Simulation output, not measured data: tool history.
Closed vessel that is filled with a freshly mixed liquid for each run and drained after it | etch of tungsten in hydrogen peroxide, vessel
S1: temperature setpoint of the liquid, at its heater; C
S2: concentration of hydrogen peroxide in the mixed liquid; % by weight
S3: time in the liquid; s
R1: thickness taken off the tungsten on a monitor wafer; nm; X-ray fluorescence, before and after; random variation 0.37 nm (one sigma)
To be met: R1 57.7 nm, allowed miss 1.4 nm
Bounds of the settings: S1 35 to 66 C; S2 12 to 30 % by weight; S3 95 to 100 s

{"run": 1, "day": 0.0, "S1": 51, "S2": 21, "S3": 95, "R1": 103.91}
{"run": 2, "day": 0.075, "S1": 49, "S2": 21, "S3": 95, "R1": 91.724}
{"run": 3, "day": 0.283, "S1": 47.5, "S2": 21, "S3": 95, "R1": 84.549}
{"run": 4, "day": 0.321, "S1": 54, "S2": 21, "S3": 95, "R1": 122.68}
{"run": 5, "day": 0.667, "S1": 59.5, "S2": 21, "S3": 95, "R1": 169.89}
{"run": 6, "day": 0.946, "S1": 59.5, "S2": 21, "S3": 95, "R1": 171.01}
{"run": 7, "day": 1.154, "S1": 56, "S2": 21, "S3": 95, "R1": 138.8}
{"run": 8, "day": 1.438, "S1": 53, "S2": 21, "S3": 95, "R1": 117}
{"run": 9, "day": 1.704, "S1": 53, "S2": 21, "S3": 95, "R1": 117.67}
{"run": 10, "day": 1.954, "S1": 50.5, "S2": 21, "S3": 95, "R1": 101.48}
{"run": 11, "day": 2.292, "S1": 48.5, "S2": 21, "S3": 95, "R1": 90.315}
{"run": 12, "day": 2.679, "S1": 47, "S2": 21, "S3": 95, "R1": 81.901}
{"run": 13, "day": 2.8, "S1": 46, "S2": 21, "S3": 95, "R1": 76.084}
{"run": 14, "day": 2.979, "S1": 41, "S2": 21, "S3": 95, "R1": 55.738}

Which of these 4 next moves meets every target?
{"run": "A", "day": 3.158, "S1": 40.5, "S2": 18.5, "S3": 100, "R1": "?"}
{"run": "B", "day": 3.158, "S1": 39.5, "S2": 24, "S3": 95, "R1": "?"}
{"run": "C", "day": 3.158, "S1": 41.5, "S2": 21.5, "S3": 95, "R1": "?"}
{"run": "D", "day": 3.158, "S1": 41, "S2": 20.5, "S3": 95, "R1": "?"}

move=A R1=52.776
move=B R1=53.507
move=C R1=57.661
move=D R1=54.515
A: further off than the last run
B: further off than the last run
C: meets every target
D: further off than the last run
Move C is the one to make.

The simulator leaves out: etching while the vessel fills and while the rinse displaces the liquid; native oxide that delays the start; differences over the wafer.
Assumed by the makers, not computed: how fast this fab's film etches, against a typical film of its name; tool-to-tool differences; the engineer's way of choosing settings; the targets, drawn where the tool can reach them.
